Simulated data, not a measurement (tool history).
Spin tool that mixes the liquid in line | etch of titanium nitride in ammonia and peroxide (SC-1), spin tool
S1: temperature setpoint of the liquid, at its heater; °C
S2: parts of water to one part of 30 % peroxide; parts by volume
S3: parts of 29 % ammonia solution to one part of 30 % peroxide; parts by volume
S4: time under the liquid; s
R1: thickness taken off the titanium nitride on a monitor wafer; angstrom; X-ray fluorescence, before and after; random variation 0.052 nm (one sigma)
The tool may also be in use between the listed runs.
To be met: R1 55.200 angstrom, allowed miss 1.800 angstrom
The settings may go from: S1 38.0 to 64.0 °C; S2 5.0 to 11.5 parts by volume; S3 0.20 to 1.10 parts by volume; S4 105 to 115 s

Run 1, hour 0.0: S1 48.0 °C, S2 6.5 parts by volume, S3 0.60 parts by volume, S4 105 s. Result: R1 75.841 angstrom.
Run 2, hour 6.1: S1 48.0 °C, S2 5.5 parts by volume, S3 0.60 parts by volume, S4 105 s. Result: R1 81.312 angstrom.
Run 3, hour 9.1: S1 48.0 °C, S2 5.0 parts by volume, S3 0.60 parts by volume, S4 105 s. Result: R1 84.377 angstrom.
Run 4, hour 16.6: S1 47.0 °C, S2 5.0 parts by volume, S3 0.60 parts by volume, S4 105 s. Result: R1 77.515 angstrom.
Run 5, hour 18.5: S1 46.0 °C, S2 5.0 parts by volume, S3 0.60 parts by volume, S4 105 s. Result: R1 72.605 angstrom.
Run 6, hour 27.4: S1 46.0 °C, S2 5.0 parts by volume, S3 0.60 parts by volume, S4 105 s. Result: R1 72.748 angstrom.
Run 7, hour 35.3: S1 45.5 °C, S2 5.0 parts by volume, S3 0.60 parts by volume, S4 105 s. Result: R1 71.470 angstrom.
Run 8, hour 37.9: S1 45.0 °C, S2 5.0 parts by volume, S3 0.60 parts by volume, S4 105 s. Result: R1 68.475 angstrom.
Run 9, hour 41.8: S1 44.5 °C, S2 5.0 parts by volume, S3 0.60 parts by volume, S4 105 s. Result: R1 66.895 angstrom.
Run 10, hour 42.4: S1 44.0 °C, S2 5.0 parts by volume, S3 0.60 parts by volume, S4 105 s. Result: R1 63.767 angstrom.
Run 11, hour 48.1: S1 43.5 °C, S2 5.0 parts by volume, S3 0.60 parts by volume, S4 105 s. Result: R1 60.834 angstrom.

5 next moves are on the table. One of them brings every result within its allowed miss. Which?
Run A, hour 53.8: S1 43.5 °C, S2 5.0 parts by volume, S3 0.60 parts by volume, S4 115 s. Result: R1 ?.
Run B, hour 53.8: S1 45.5 °C, S2 6.5 parts by volume, S3 0.55 parts by volume, S4 110 s. Result: R1 ?.
Run C, hour 53.8: S1 41.0 °C, S2 5.0 parts by volume, S3 0.50 parts by volume, S4 105 s. Result: R1 ?.
Run D, hour 53.8: S1 44.0 °C, S2 5.0 parts by volume, S3 0.70 parts by volume, S4 105 s. Result: R1 ?.
Run E, hour 53.8: S1 42.0 °C, S2 6.0 parts by volume, S3 0.60 parts by volume, S4 115 s. Result: R1 ?.

move      R1
   A  66.828
   B  64.414
   C  49.451
   D  64.663
   E  55.043
A: further off than the last run
B: further off than the last run
C: takes the result that was furthest off past its target
D: further off than the last run
E: meets every target
Answer: E

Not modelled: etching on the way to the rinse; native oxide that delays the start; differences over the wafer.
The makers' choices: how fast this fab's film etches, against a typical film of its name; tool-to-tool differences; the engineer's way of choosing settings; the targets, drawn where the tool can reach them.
